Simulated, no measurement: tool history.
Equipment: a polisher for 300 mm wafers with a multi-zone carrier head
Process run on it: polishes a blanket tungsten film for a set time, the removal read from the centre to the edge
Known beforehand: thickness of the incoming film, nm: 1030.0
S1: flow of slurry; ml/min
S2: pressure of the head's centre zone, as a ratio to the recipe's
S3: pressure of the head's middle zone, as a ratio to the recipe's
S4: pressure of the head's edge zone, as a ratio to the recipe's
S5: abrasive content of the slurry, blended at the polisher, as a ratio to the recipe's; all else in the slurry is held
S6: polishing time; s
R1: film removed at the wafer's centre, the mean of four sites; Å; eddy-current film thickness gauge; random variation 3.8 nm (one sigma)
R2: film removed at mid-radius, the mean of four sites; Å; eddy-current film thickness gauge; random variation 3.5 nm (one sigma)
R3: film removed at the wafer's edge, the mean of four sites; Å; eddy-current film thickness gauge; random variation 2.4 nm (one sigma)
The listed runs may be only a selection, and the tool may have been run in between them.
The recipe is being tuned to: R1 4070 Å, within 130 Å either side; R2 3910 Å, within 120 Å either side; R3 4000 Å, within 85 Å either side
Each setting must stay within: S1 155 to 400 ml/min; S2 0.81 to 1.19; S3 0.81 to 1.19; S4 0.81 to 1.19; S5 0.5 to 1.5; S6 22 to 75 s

| run | day | S1 | S2 | S3 | S4 | S5 | S6 | R1 | R2 | R3 |
|---|---|---|---|---|---|---|---|---|---|---|
| 1 | 0 | 255 | 1 | 1 | 1 | 1 | 48 | 2993.6 | 3030.5 | 2992.7 |
| 2 | 0.029 | 255 | 1 | 1.06 | 1 | 1 | 48 | 3040.7 | 3180.5 | 3001.6 |
| 3 | 0.108 | 260 | 1.01 | 1.06 | 1.03 | 1.1 | 49 | 3145.7 | 3308.7 | 3190.2 |
| 4 | 0.321 | 285 | 1.01 | 1.06 | 1.03 | 1.1 | 49 | 3181.2 | 3381.7 | 3172.1 |
| 5 | 0.554 | 285 | 1.01 | 1.12 | 1.03 | 1.1 | 49 | 3181.1 | 3550.1 | 3180.2 |
| 6 | 0.692 | 280 | 1.03 | 1.11 | 1.05 | 1.15 | 50 | 3327.8 | 3547.7 | 3311.5 |
| 7 | 0.85 | 280 | 1.04 | 1.11 | 1.07 | 1.2 | 51 | 3450.9 | 3730.4 | 3426.4 |
| 8 | 1.021 | 280 | 1.05 | 1.09 | 1.09 | 1.25 | 52 | 3652.2 | 3753.7 | 3535.7 |
| 9 | 1.279 | 320 | 1.03 | 1.04 | 1.19 | 1.5 | 54 | 3930.3 | 3960.1 | 4055.8 |
| 10 | 1.442 | 320 | 1.04 | 1.04 | 1.19 | 1.5 | 54 | 3909.3 | 4005.2 | 4042.2 |

Exercise: of the 4 proposed moves below, exactly one satisfies all targets within the stated allowed misses. Which move is it?
| A | 1.604 | 330 | 0.94 | 1.11 | 1.18 | 1.5 | 54 | ? | ? | ? |
| B | 1.604 | 315 | 1.07 | 1.02 | 1.14 | 1.5 | 54 | ? | ? | ? |
| C | 1.604 | 340 | 0.96 | 0.99 | 1.14 | 1.5 | 55 | ? | ? | ? |
| D | 1.604 | 325 | 0.99 | 0.97 | 1.19 | 1.5 | 56 | ? | ? | ? |

| move | R1 | R2 | R3 |
|---|---|---|---|
| A | 3561.9 | 4154.8 | 4041.2 |
| B | 4036.8 | 3847 | 3970.5 |
| C | 3713.4 | 3849.3 | 4067.1 |
| D | 3882.1 | 3836.3 | 4210.5 |
A: the biggest miss grows against the last run
B: in spec on every target
C: the biggest miss grows against the last run
D: the biggest miss grows against the last run
Answer: B
